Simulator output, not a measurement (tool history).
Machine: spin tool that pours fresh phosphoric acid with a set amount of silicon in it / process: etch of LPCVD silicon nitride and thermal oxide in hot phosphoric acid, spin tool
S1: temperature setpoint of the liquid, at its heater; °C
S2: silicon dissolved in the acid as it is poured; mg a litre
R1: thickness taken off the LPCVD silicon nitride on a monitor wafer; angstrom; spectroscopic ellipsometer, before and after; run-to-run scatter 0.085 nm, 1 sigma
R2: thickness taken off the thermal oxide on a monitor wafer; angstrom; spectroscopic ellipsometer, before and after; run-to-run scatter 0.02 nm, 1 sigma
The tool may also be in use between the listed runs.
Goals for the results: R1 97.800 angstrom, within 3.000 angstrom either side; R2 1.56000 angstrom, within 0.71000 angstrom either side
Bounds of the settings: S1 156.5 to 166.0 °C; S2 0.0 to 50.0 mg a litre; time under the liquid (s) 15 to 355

Run 1, day 0.000: S1 161.0 °C, S2 26.5 mg a litre, time under the liquid (s) 180. Result: R1 162.440 angstrom, R2 2.47260 angstrom.
Run 2, day 0.300: S1 160.5 °C, S2 25.5 mg a litre, time under the liquid (s) 160. Result: R1 139.720 angstrom, R2 2.01760 angstrom.
Run 3, day 0.433: S1 159.5 °C, S2 23.0 mg a litre, time under the liquid (s) 150. Result: R1 128.670 angstrom, R2 1.98100 angstrom.
Run 4, day 0.796: S1 159.5 °C, S2 23.0 mg a litre, time under the liquid (s) 110. Result: R1 93.849 angstrom, R2 1.73070 angstrom.
Run 5, day 1.058: S1 159.5 °C, S2 24.0 mg a litre, time under the liquid (s) 110. Result: R1 92.989 angstrom, R2 1.37030 angstrom.
Run 6, day 1.292: S1 159.5 °C, S2 30.5 mg a litre, time under the liquid (s) 110. Result: R1 93.516 angstrom, R2 1.17260 angstrom.
Run 7, day 1.442: S1 159.5 °C, S2 29.5 mg a litre, time under the liquid (s) 110. Result: R1 94.082 angstrom, R2 1.35550 angstrom.
Run 8, day 1.588: S1 159.5 °C, S2 29.0 mg a litre, time under the liquid (s) 110. Result: R1 92.444 angstrom, R2 1.04340 angstrom.

Next run, 5 choices. One meets every target within its allowed miss, the rest don't. Which?
Run A, day 1.733: S1 159.5 °C, S2 22.5 mg a litre, time under the liquid (s) 115. Result: R1 ?, R2 ?.
Run B, day 1.733: S1 160.0 °C, S2 50.0 mg a litre, time under the liquid (s) 120. Result: R1 ?, R2 ?.
Run C, day 1.733: S1 161.5 °C, S2 26.5 mg a litre, time under the liquid (s) 115. Result: R1 ?, R2 ?.
Run D, day 1.733: S1 160.0 °C, S2 21.0 mg a litre, time under the liquid (s) 105. Result: R1 ?, R2 ?.
Run E, day 1.733: S1 159.5 °C, S2 42.0 mg a litre, time under the liquid (s) 120. Result: R1 ?, R2 ?.

move       R1       R2
   A   98.318  1.39000
   B  104.330  0.48400
   C  105.130  1.41320
   D   91.291  1.37790
   E  102.590  0.58019
A: in spec on every target
B: the result that was furthest off in the last run now lies on the other side of its target
C: the result that was furthest off in the last run now lies on the other side of its target
D: misses by more than the last run did
E: the result that was furthest off in the last run now lies on the other side of its target
Move A is the one to make.

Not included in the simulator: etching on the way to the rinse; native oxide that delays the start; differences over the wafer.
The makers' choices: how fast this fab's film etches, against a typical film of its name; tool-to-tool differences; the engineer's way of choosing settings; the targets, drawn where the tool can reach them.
